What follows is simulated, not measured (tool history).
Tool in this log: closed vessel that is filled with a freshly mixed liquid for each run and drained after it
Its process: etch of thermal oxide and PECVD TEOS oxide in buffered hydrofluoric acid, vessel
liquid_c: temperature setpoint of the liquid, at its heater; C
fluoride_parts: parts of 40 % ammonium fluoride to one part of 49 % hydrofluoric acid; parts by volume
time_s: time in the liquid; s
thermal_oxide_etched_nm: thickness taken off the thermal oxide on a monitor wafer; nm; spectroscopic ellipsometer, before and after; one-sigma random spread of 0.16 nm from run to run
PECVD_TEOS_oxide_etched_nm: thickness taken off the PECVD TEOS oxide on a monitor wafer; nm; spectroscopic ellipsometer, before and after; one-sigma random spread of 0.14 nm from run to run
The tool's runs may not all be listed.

{"run": 1, "hour": 0.0, "liquid_c": 23, "fluoride_parts": 16.5, "time_s": 60, "thermal_oxide_etched_nm": 36.84, "PECVD_TEOS_oxide_etched_nm": 38.65}
{"run": 2, "hour": 2.2, "liquid_c": 21.5, "fluoride_parts": 16.5, "time_s": 60, "thermal_oxide_etched_nm": 34.1, "PECVD_TEOS_oxide_etched_nm": 35.712}
{"run": 3, "hour": 11.3, "liquid_c": 21.5, "fluoride_parts": 20, "time_s": 60, "thermal_oxide_etched_nm": 28.135, "PECVD_TEOS_oxide_etched_nm": 29.165}
{"run": 4, "hour": 15.8, "liquid_c": 21.5, "fluoride_parts": 17.5, "time_s": 60, "thermal_oxide_etched_nm": 31.736, "PECVD_TEOS_oxide_etched_nm": 33.935}
{"run": 5, "hour": 20.5, "liquid_c": 20.5, "fluoride_parts": 19, "time_s": 60, "thermal_oxide_etched_nm": 27.651, "PECVD_TEOS_oxide_etched_nm": 29.4}
{"run": 6, "hour": 28.0, "liquid_c": 22, "fluoride_parts": 19, "time_s": 60, "thermal_oxide_etched_nm": 29.829, "PECVD_TEOS_oxide_etched_nm": 32.101}
{"run": 7, "hour": 36.3, "liquid_c": 20.5, "fluoride_parts": 20, "time_s": 60, "thermal_oxide_etched_nm": 26.267, "PECVD_TEOS_oxide_etched_nm": 27.807}
{"run": 8, "hour": 41.0, "liquid_c": 20.5, "fluoride_parts": 20, "time_s": 60, "thermal_oxide_etched_nm": 26.615, "PECVD_TEOS_oxide_etched_nm": 28.003}
{"run": 9, "hour": 47.4, "liquid_c": 19.5, "fluoride_parts": 21, "time_s": 60, "thermal_oxide_etched_nm": 24.442, "PECVD_TEOS_oxide_etched_nm": 25.718}
{"run": 10, "hour": 55.2, "liquid_c": 19, "fluoride_parts": 22, "time_s": 60, "thermal_oxide_etched_nm": 22.708, "PECVD_TEOS_oxide_etched_nm": 23.907}
{"run": 11, "hour": 56.1, "liquid_c": 18.5, "fluoride_parts": 22.5, "time_s": 60, "thermal_oxide_etched_nm": 21.621, "PECVD_TEOS_oxide_etched_nm": 23.241}
{"run": 12, "hour": 64.7, "liquid_c": 18.5, "fluoride_parts": 23, "time_s": 60, "thermal_oxide_etched_nm": 21.042, "PECVD_TEOS_oxide_etched_nm": 22.739}

Forecast run 13:
{"run": 13, "hour": 74.0, "liquid_c": 18, "fluoride_parts": 23.5, "time_s": 60, "thermal_oxide_etched_nm": "?", "PECVD_TEOS_oxide_etched_nm": "?"}

{"run 13": {"thermal_oxide_etched_nm": 20.461, "PECVD_TEOS_oxide_etched_nm": 21.778}}
